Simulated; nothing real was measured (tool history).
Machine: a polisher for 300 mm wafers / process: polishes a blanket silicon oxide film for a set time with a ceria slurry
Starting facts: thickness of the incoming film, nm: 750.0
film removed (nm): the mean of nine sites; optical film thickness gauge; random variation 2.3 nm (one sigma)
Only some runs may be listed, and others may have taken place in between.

run	hour	flow of slurry (ml/min)	pressure of the wafer on the pad (psi)	speed of the pad under the wafer (m/s)	polishing time (s)	film removed (nm)
1	0	240	3.1	1.42	23	128.53
2	0.7	210	3.1	1.42	23	127.37
3	7	210	2.7	1.42	23	112.76
4	10	210	2.9	1.42	23	118.92
5	19	210	3	1.42	23	124.47
6	26.3	210	3	1.72	23	144.78
7	30.1	210	3.1	1.72	23	150.56

What does the tool deliver on the next run?
8	36.8	210	3.2	1.72	23	?

film removed (nm): 154.14
